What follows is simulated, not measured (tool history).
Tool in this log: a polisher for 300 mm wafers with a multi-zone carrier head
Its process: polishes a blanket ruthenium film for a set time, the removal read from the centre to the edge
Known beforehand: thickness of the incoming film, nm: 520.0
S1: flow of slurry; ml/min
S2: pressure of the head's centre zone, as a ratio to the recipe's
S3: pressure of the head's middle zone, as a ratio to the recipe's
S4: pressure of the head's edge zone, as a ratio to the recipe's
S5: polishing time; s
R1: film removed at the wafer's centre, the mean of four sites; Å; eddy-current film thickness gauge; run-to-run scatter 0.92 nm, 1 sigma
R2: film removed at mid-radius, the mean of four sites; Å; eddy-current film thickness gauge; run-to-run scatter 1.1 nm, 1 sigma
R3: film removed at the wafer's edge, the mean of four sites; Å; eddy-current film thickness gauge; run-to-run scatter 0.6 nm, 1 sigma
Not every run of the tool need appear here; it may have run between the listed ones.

run,hour,S1,S2,S3,S4,S5,R1,R2,R3
1,0.0,220,1.00,1.00,1.00,41,524.84,505.17,490.37
2,2.8,225,0.99,1.02,1.02,43,538.49,536.31,532.14
3,11.2,280,0.99,1.02,1.02,43,553.68,554.12,541.07
4,17.5,280,0.99,1.02,1.08,43,562.77,571.53,563.42
5,26.4,280,0.99,1.02,1.08,37,478.99,494.65,482.12
6,32.3,280,1.07,1.02,1.08,37,521.47,477.44,480.16

Run 7 has not been measured yet. What should we expect?
7,34.8,285,1.06,1.05,1.09,39,?,?,?

R1: 553.42 Å
R2: 520.64 Å
R3: 499.79 Å

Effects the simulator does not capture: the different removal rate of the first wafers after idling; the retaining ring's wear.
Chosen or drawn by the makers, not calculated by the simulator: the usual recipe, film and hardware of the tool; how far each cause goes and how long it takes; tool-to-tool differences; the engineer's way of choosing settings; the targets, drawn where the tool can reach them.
